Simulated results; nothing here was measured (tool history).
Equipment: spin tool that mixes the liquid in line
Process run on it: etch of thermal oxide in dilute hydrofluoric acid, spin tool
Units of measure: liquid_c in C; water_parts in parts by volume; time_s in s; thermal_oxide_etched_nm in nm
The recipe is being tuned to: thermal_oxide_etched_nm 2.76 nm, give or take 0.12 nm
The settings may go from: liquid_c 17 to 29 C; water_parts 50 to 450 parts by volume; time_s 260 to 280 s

| run | hour | liquid_c | water_parts | time_s | thermal_oxide_etched_nm |
|---|---|---|---|---|---|
| 1 | 0 | 21 | 250 | 260 | 3.8899 |
| 2 | 1.5 | 20 | 260 | 260 | 3.5816 |
| 3 | 10.4 | 19.5 | 270 | 260 | 3.4034 |
| 4 | 15.6 | 19 | 280 | 260 | 3.1908 |
| 5 | 23.2 | 19 | 280 | 280 | 3.3686 |
| 6 | 25.6 | 19 | 220 | 280 | 4.6269 |
| 7 | 32.1 | 18.5 | 240 | 280 | 4.0094 |
| 8 | 40.8 | 18 | 255 | 280 | 3.7441 |
| 9 | 45.6 | 18 | 255 | 280 | 3.609 |

4 candidate next runs follow, results not yet known. Just one meets every target within its allowed miss. Identify it.
| A | 50.4 | 17 | 325 | 260 | ? |
| B | 50.4 | 18 | 330 | 260 | ? |
| C | 50.4 | 20 | 320 | 260 | ? |
| D | 50.4 | 18.5 | 340 | 260 | ? |

| move | thermal_oxide_etched_nm |
|---|---|
| A | 2.4347 |
| B | 2.4783 |
| C | 2.7729 |
| D | 2.4295 |
A: moves the result that the last run missed by most past its target, out the other side
B: moves the result that the last run missed by most past its target, out the other side
C: every result within its allowed miss
D: moves the result that the last run missed by most past its target, out the other side
Move C is the one to make.
